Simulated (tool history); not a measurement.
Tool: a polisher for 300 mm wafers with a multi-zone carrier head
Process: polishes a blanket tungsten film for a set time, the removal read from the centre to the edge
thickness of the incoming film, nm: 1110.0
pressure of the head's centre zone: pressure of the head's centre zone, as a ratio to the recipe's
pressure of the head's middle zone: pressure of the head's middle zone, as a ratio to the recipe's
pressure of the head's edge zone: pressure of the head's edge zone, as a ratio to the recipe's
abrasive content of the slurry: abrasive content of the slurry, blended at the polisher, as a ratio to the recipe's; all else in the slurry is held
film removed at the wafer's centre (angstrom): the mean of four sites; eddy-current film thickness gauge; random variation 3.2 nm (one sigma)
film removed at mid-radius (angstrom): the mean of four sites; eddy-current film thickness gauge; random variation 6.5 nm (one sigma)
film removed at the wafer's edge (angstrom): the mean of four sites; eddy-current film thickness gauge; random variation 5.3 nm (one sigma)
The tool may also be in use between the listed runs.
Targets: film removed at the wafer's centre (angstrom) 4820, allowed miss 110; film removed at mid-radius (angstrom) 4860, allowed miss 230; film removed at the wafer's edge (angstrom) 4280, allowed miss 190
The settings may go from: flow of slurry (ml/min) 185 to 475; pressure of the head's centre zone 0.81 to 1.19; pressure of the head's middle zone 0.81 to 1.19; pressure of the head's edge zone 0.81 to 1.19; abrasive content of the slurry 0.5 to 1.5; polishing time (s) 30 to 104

run	hour	flow of slurry (ml/min)	pressure of the head's centre zone	pressure of the head's middle zone	pressure of the head's edge zone	abrasive content of the slurry	polishing time (s)	film removed at the wafer's centre (angstrom)	film removed at mid-radius (angstrom)	film removed at the wafer's edge (angstrom)
1	0	305	1	1	1	1	67	3959.1	3961.7	4157.6
2	8.7	315	1.03	1.04	1	1.05	67	4156.1	4297.5	4049.8
3	14.9	320	1.05	1.05	1.02	1.1	67	4323	4297.7	4233.6
4	16.9	330	1.06	1.07	1.02	1.1	67	4283.1	4375.9	4206.3
5	21.3	330	1.06	1.07	1.02	0.95	67	4220.4	4230.9	4073.7
6	24.2	330	1.06	1.07	1.06	0.95	67	4169.6	4159.2	4098.4
7	28.1	335	1.08	1.09	1.06	1	67	4339.7	4335.7	4146.7
8	30.8	340	1.09	1.11	1.06	1.05	67	4393.7	4529	4354.8
9	34	345	1.11	1.12	1.04	1.05	67	4504.6	4574.4	4257.7
10	35.4	350	1.12	1.13	1.03	1.05	67	4570.1	4559.6	4261
11	43.2	355	1.13	1.14	1.02	1.05	67	4630.9	4742.5	4211.9
12	48.7	360	1.14	1.14	1.02	1.05	67	4646.4	4661.7	4213.1
13	57.1	360	1.15	1.15	1.02	1.05	67	4684.9	4673.2	4254.8

Which of these 5 next moves meets every target?
A	65.5	400	1.09	1.09	1.08	1	68	?	?	?
B	65.5	285	1.11	1.1	0.87	0.95	75	?	?	?
C	65.5	350	1.06	1.09	1.1	1.15	69	?	?	?
D	65.5	325	1.11	1.19	1.02	0.85	70	?	?	?
E	65.5	355	1.17	1.12	1.06	1.05	64	?	?	?

move	film removed at the wafer's centre (angstrom)	film removed at mid-radius (angstrom)	film removed at the wafer's edge (angstrom)
A	4509.3	4597.2	4354
B	4831.7	4891.4	4278.7
C	4545.4	4772.3	4563.3
D	4462.6	4823.2	4155.8
E	4562.8	4435.5	4083.7
A: further off than the last run
B: meets every target
C: further off than the last run
D: further off than the last run
E: further off than the last run
The right move is B.
